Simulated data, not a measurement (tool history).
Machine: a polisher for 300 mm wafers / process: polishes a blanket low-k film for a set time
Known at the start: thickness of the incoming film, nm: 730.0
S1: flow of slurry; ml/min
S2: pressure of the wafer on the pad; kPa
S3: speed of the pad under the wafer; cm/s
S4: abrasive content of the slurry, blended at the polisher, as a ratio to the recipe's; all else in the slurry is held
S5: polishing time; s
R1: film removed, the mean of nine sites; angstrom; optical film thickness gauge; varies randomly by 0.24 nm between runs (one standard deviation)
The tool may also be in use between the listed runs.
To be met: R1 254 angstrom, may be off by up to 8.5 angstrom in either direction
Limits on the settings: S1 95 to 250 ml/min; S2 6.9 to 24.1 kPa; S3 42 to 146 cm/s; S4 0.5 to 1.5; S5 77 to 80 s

run  hour   S1    S2  S3    S4  S5      R1
  1     0  160  15.2  94     1  77  325.34
  2   3.4  160  15.2  94  0.85  77  301.38
  3   6.1  160  18.6  94  0.85  77  359.17
  4  12.8  155  17.2  94  0.85  77  332.84
  5    14  150  16.5  94  0.85  77  328.62
  6  18.2  150  16.5  94  0.85  77  323.62
  7  22.3  150  15.9  94  0.85  77  309.57
  8  29.9  150  15.2  94  0.85  77  304.53
  9  35.2  150  14.5  94  0.85  77  290.45
 10  37.8  150  13.8  94  0.85  77  277.67
 11  39.3  150  13.1  94  0.85  77  263.13

5 candidate next runs follow, results not yet known. Just one meets every target within its allowed miss. Identify it.
  A  40.8  160  13.8  94  0.75  80   ?
  B  40.8  160  13.1  82  0.85  78   ?
  C  40.8  170  12.4  76  1.05  79   ?
  D  40.8  150  13.1  86  0.75  80   ?
  E  40.8  180  12.4  94  0.85  77   ?

move      R1
   A  274.84
   B  242.89
   C  242.94
   D  242.71
   E  257.62
A: the biggest miss grows against the last run
B: moves the result that the last run missed by most past its target, out the other side
C: moves the result that the last run missed by most past its target, out the other side
D: moves the result that the last run missed by most past its target, out the other side
E: every result lands within tolerance
The right move is E.
